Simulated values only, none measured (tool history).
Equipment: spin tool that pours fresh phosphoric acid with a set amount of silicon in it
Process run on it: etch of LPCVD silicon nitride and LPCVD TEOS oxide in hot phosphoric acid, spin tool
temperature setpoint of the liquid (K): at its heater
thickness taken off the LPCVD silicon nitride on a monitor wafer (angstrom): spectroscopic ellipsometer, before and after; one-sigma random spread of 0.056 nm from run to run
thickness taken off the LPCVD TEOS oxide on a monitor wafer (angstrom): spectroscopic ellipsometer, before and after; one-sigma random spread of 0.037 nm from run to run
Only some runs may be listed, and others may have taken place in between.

| run | hour | temperature setpoint of the liquid (K) | silicon dissolved in the acid as it is poured (mg a litre) | time under the liquid (s) | thickness taken off the LPCVD silicon nitride on a monitor wafer (angstrom) | thickness taken off the LPCVD TEOS oxide on a monitor wafer (angstrom) |
|---|---|---|---|---|---|---|
| 1 | 0.0 | 436.15 | 8.5 | 180 | 153.66 | 3.5167 |
| 2 | 3.4 | 436.15 | 4.5 | 180 | 153.71 | 4.4113 |
| 3 | 4.4 | 437.15 | 5.0 | 180 | 158.16 | 4.4505 |
| 4 | 11.2 | 437.15 | 5.0 | 225 | 198.00 | 5.8469 |
| 5 | 11.9 | 436.65 | 4.5 | 225 | 194.35 | 5.1376 |
| 6 | 20.9 | 436.65 | 3.5 | 225 | 193.89 | 5.9242 |

Estimate the outcome of run 7 from the log above:
| 7 | 25.7 | 436.15 | 3.0 | 225 | ? | ? |

Run 7 produced thickness taken off the LPCVD silicon nitride on a monitor wafer (angstrom) 191.56, thickness taken off the LPCVD TEOS oxide on a monitor wafer (angstrom) 5.8108.
